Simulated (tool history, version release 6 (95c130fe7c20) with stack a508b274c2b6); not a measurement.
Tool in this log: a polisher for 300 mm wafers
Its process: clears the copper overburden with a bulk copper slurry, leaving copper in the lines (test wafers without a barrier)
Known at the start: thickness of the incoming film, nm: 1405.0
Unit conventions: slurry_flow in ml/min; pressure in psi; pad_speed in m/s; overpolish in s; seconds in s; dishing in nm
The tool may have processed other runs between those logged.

run,hour,slurry_flow,pressure,pad_speed,slurry_solids,overpolish,seconds,dishing
1,0,185,3.4,0.98,1,10,110.48,60.735
2,4,185,2.9,0.96,1,10,133.69,53.702
3,7.5,185,2.5,0.96,1,10,155.76,48.62
4,10.1,185,2.3,0.96,1,10,168.22,45.293
5,17.3,185,2.3,0.96,1,14,167.89,56.45
6,23.5,185,2.3,0.88,1,14,186.52,51.647
7,25.4,185,2.2,0.88,1,13,188.9,48.193

Expected results for the next run?
8,31,185,2.1,0.88,1,12,?,?

seconds: 196.9 s
dishing: 44.713 nm

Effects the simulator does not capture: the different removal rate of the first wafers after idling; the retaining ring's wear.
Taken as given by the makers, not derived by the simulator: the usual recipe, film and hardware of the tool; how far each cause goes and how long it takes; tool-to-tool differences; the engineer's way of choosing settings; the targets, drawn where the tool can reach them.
